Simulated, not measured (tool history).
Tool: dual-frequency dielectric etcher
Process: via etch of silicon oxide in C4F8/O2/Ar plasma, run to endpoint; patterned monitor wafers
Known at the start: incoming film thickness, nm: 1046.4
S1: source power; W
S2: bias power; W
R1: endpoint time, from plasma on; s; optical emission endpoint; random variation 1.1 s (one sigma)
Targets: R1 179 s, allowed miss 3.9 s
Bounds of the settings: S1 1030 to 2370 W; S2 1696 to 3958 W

| run | hour | S1 | S2 | R1 |
|---|---|---|---|---|
| 1 | 0 | 1700 | 2827 | 196.81 |
| 2 | 7.7 | 1460 | 2827 | 205.84 |
| 3 | 16.2 | 1460 | 2482 | 214.58 |
| 4 | 21.7 | 1230 | 2482 | 223.59 |
| 5 | 24.6 | 1470 | 2625 | 210.9 |
| 6 | 29.1 | 1260 | 2625 | 220.41 |
| 7 | 31.8 | 1470 | 2734 | 208.76 |
| 8 | 36.3 | 1630 | 2824 | 199.25 |
| 9 | 44.5 | 1740 | 2881 | 195.84 |
| 10 | 51.5 | 1840 | 2947 | 189.92 |
| 11 | 53.2 | 1840 | 2947 | 188.77 |
| 12 | 59.1 | 1900 | 2976 | 189.36 |

4 next moves are on the table. One of them brings every result within its allowed miss. Which?
| A | 65 | 1580 | 3349 | ? |
| B | 65 | 2070 | 3120 | ? |
| C | 65 | 1550 | 2568 | ? |
| D | 65 | 1820 | 2907 | ? |

| move | R1 |
|---|---|
| A | 187.65 |
| B | 176.69 |
| C | 206.02 |
| D | 188.33 |
A: nearer than the last run, and not there yet
B: meets every target
C: further off than the last run
D: nearer than the last run, and not there yet
Move B is the one to make.

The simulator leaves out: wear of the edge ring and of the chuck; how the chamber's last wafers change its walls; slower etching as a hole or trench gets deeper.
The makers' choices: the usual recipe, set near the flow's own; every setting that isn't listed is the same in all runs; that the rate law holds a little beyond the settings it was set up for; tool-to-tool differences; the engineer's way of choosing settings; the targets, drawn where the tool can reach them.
